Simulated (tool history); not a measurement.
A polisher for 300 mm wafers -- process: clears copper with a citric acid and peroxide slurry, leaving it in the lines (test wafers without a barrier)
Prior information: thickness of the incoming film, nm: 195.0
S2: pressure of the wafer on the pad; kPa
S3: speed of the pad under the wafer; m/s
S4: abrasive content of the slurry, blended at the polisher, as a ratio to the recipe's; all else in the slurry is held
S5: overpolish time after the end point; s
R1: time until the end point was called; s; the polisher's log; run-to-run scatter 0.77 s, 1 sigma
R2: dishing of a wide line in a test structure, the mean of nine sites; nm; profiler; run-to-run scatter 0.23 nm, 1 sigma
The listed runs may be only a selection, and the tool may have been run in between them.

run 1 day=0 | flow_of_slurry_(ml/min)=315 S2=13.8 S3=1.1 S4=1 S5=12 | R1=127.3 R2=12.789
run 2 day=0.025 | flow_of_slurry_(ml/min)=315 S2=13.8 S3=1.1 S4=1 S5=8 | R1=124.87 R2=8.4753
run 3 day=0.204 | flow_of_slurry_(ml/min)=315 S2=15.2 S3=1.1 S4=1 S5=8 | R1=112.06 R2=9.366
run 4 day=0.508 | flow_of_slurry_(ml/min)=315 S2=16.5 S3=1.1 S4=1 S5=8 | R1=104.16 R2=10.211
run 5 day=0.812 | flow_of_slurry_(ml/min)=380 S2=16.5 S3=1.1 S4=1 S5=8 | R1=102.53 R2=9.9715
run 6 day=1.138 | flow_of_slurry_(ml/min)=380 S2=17.2 S3=1.1 S4=1 S5=8 | R1=100.21 R2=10.407
-- day=1.2 slurry blender recalibrated
run 7 day=1.2 | flow_of_slurry_(ml/min)=380 S2=17.2 S3=1.1 S4=1 S5=8 | R1=94.719 R2=11.137
run 8 day=1.475 | flow_of_slurry_(ml/min)=385 S2=17.9 S3=1.1 S4=1 S5=8 | R1=89.425 R2=11.12

Predict the results of run 9:
run 9 day=1.812 | flow_of_slurry_(ml/min)=385 S2=18.6 S3=1.1 S4=1 S5=8 | R1=? R2=?

Run 9 came out at R1 86.776 s, R2 11.626 nm.
